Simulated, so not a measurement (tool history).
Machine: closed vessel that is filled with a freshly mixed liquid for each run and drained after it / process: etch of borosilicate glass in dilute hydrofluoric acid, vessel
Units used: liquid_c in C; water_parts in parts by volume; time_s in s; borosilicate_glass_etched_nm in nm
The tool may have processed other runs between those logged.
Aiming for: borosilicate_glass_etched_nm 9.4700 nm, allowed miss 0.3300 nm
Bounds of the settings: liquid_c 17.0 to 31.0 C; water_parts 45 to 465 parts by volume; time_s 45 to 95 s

run,hour,liquid_c,water_parts,time_s,borosilicate_glass_etched_nm
1,0.0,23.0,255,95,12.3350
2,1.6,22.0,260,95,11.5570
3,8.5,22.0,260,95,11.4180
4,16.2,21.5,260,95,11.1630
5,19.7,24.5,260,95,12.5930
6,28.0,26.0,260,95,13.2090
7,35.1,24.5,265,95,12.2330
8,40.9,24.5,265,95,12.3710

Next run, 5 choices. One meets every target within its allowed miss, the rest don't. Which?
A,46.7,24.5,320,95,?
B,46.7,20.5,270,95,?
C,46.7,21.0,310,95,?
D,46.7,25.5,195,95,?
E,46.7,27.5,240,95,?

move,borosilicate_glass_etched_nm
A,9.6154
B,10.3670
C,8.8642
D,18.6080
E,15.4370
A: in spec on every target
B: closer than the last run, but not yet in spec
C: carries the result that was furthest off beyond its target, to the other side
D: misses by more than the last run did
E: misses by more than the last run did
The right move is A.

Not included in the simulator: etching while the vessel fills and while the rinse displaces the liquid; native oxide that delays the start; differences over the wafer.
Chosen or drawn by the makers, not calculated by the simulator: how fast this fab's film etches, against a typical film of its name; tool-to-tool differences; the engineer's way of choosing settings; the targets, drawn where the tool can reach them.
